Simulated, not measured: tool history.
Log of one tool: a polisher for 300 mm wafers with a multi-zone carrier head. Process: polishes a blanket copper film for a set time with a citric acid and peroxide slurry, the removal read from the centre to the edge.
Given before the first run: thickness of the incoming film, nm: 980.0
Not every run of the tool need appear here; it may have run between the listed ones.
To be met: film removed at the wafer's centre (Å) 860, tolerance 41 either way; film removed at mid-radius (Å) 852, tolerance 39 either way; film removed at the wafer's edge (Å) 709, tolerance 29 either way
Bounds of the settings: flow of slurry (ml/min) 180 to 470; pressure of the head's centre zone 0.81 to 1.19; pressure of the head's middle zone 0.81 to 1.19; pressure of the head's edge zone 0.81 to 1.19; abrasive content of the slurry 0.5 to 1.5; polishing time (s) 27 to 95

run,hour,flow of slurry (ml/min),pressure of the head's centre zone,pressure of the head's middle zone,pressure of the head's edge zone,abrasive content of the slurry,polishing time (s),film removed at the wafer's centre (Å),film removed at mid-radius (Å),film removed at the wafer's edge (Å)
1,0,300,1,1,1,1,61,1134.9,1170.4,1146.4
2,5.1,305,1.03,1.02,0.96,0.9,55,1033.6,1082,1002.7
3,12.7,305,1.03,1.02,0.89,0.9,55,1041.8,1034.7,968.44
4,14.4,305,1.03,1.02,0.89,0.9,61,1183,1207.2,1057.6
5,18.2,305,1.03,1.02,0.89,0.9,50,930.21,976.67,877.87
6,19.5,305,1.03,1.02,0.94,0.9,50,957.74,999.32,904.09
# hour 25.1: slurry nozzle cleaned
7,25.1,305,1.05,1.02,0.91,0.8,48,980.03,966.94,880.1
8,29.7,305,1.06,1.03,0.89,0.8,45,886.98,929.2,811.17
9,36.7,305,1.08,1.03,0.87,0.8,43,881.7,869.29,753.93
10,41.1,305,1.08,1.03,0.86,0.8,43,895.09,861.15,772.35

Pick the move, out of 4, that brings all results within their allowed miss; only one does.
A,45.5,240,1.16,1.06,0.81,0.75,45,?,?,?
B,45.5,355,1.14,1.13,0.92,0.5,41,?,?,?
C,45.5,295,1.18,1.13,0.81,0.65,43,?,?,?
D,45.5,270,1.02,0.81,0.91,1,48,?,?,?

move,film removed at the wafer's centre (Å),film removed at mid-radius (Å),film removed at the wafer's edge (Å)
A,970.03,882.16,752.02
B,855.15,825.52,704.22
C,945.84,883.41,714.4
D,964.6,828.09,896.61
A: lands further from the targets than the last run did
B: all results land within tolerance of their targets
C: the worst result of the last run now meets its target, but another is out of spec
D: lands further from the targets than the last run did
So the answer is move B, the one that meets all the targets.

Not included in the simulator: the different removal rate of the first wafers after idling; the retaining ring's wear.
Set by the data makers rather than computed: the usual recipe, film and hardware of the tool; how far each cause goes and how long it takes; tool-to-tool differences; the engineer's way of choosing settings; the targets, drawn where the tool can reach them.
